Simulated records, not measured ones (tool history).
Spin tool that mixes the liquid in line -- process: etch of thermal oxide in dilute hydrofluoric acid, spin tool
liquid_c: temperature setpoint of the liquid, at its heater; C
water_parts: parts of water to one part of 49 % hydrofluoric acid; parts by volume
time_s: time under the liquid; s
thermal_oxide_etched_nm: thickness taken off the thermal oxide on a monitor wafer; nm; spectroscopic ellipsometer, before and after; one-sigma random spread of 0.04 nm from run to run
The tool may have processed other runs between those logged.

run,hour,liquid_c,water_parts,time_s,thermal_oxide_etched_nm
1,0,22,210,75,1.2674
2,2,24,175,75,1.6701
3,10.9,25.5,145,75,2.191
4,19.8,25.5,145,55,1.6144
5,28,25.5,145,75,2.2124
6,30.5,26.5,130,75,2.6046
7,34.7,27.5,125,75,2.8348
8,39.4,28,120,75,3.0762

Run 9 is up next; what results do you expect?
9,41.7,28.5,120,75,?

Run 9 gave thermal_oxide_etched_nm 3.0851 nm.

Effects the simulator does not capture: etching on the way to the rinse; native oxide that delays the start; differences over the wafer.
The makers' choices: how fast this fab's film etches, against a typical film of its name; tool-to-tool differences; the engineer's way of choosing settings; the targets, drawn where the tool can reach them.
